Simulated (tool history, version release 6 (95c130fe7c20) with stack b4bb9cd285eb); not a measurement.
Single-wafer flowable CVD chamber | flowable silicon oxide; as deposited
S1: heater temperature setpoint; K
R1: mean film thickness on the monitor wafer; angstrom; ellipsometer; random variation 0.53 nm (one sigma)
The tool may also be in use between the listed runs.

run 1 day=0 | S1=373.15 chamber_pressure_(Pa)=95.1 RF_power_(kW)=1.595 deposition_time_(s)=485 | R1=2389.3
run 2 day=0.033 | S1=377.15 chamber_pressure_(Pa)=94.7 RF_power_(kW)=1.595 deposition_time_(s)=485 | R1=2106.4
run 3 day=0.388 | S1=377.15 chamber_pressure_(Pa)=109.1 RF_power_(kW)=1.595 deposition_time_(s)=485 | R1=2392.6
run 4 day=0.458 | S1=377.15 chamber_pressure_(Pa)=117.5 RF_power_(kW)=1.595 deposition_time_(s)=485 | R1=2580.6
run 5 day=0.612 | S1=386.15 chamber_pressure_(Pa)=117.5 RF_power_(kW)=1.595 deposition_time_(s)=485 | R1=1964.8
run 6 day=0.667 | S1=388.15 chamber_pressure_(Pa)=112.5 RF_power_(kW)=1.59 deposition_time_(s)=485 | R1=1762.6
run 7 day=0.783 | S1=390.15 chamber_pressure_(Pa)=108.3 RF_power_(kW)=1.585 deposition_time_(s)=485 | R1=1623.4
run 8 day=1.121 | S1=391.15 chamber_pressure_(Pa)=103.9 RF_power_(kW)=1.58 deposition_time_(s)=485 | R1=1505.5
run 9 day=1.446 | S1=392.15 chamber_pressure_(Pa)=100.4 RF_power_(kW)=1.575 deposition_time_(s)=485 | R1=1420.5
run 10 day=1.742 | S1=393.15 chamber_pressure_(Pa)=97.3 RF_power_(kW)=1.57 deposition_time_(s)=485 | R1=1329.7
run 11 day=1.871 | S1=394.15 chamber_pressure_(Pa)=95.1 RF_power_(kW)=1.565 deposition_time_(s)=485 | R1=1273.1
run 12 day=1.929 | S1=395.15 chamber_pressure_(Pa)=92.9 RF_power_(kW)=1.56 deposition_time_(s)=485 | R1=1210.4

Run 13 comes next. What will it give?
run 13 day=2.238 | S1=395.15 chamber_pressure_(Pa)=91.2 RF_power_(kW)=1.555 deposition_time_(s)=485 | R1=?

Run 13 gave R1 1185.2 angstrom.

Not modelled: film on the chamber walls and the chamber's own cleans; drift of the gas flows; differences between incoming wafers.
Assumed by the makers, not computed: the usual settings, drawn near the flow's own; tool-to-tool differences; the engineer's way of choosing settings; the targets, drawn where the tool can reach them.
